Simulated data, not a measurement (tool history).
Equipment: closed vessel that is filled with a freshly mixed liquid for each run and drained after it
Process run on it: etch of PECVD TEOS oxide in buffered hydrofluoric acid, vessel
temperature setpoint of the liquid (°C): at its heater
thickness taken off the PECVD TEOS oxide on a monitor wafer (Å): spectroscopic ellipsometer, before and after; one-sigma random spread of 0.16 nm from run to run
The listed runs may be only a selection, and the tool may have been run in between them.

| run | day | temperature setpoint of the liquid (°C) | parts of 40 % ammonium fluoride to one part of 49 % hydrofluoric acid (parts by volume) | time in the liquid (s) | thickness taken off the PECVD TEOS oxide on a monitor wafer (Å) |
|---|---|---|---|---|---|
| 1 | 0.000 | 21.0 | 23.5 | 30 | 266.19 |
| 2 | 0.229 | 21.5 | 23.5 | 30 | 275.39 |
| 3 | 0.454 | 21.5 | 23.5 | 30 | 275.32 |
| 4 | 0.671 | 19.5 | 23.5 | 30 | 245.01 |
| 5 | 0.917 | 19.5 | 23.5 | 30 | 245.78 |
| 6 | 1.200 | 20.5 | 23.5 | 30 | 256.97 |
| 7 | 1.317 | 24.5 | 23.5 | 30 | 322.15 |

Expected results for the next run?
| 8 | 1.400 | 24.0 | 23.5 | 30 | ? |

thickness taken off the PECVD TEOS oxide on a monitor wafer (Å): 311.62

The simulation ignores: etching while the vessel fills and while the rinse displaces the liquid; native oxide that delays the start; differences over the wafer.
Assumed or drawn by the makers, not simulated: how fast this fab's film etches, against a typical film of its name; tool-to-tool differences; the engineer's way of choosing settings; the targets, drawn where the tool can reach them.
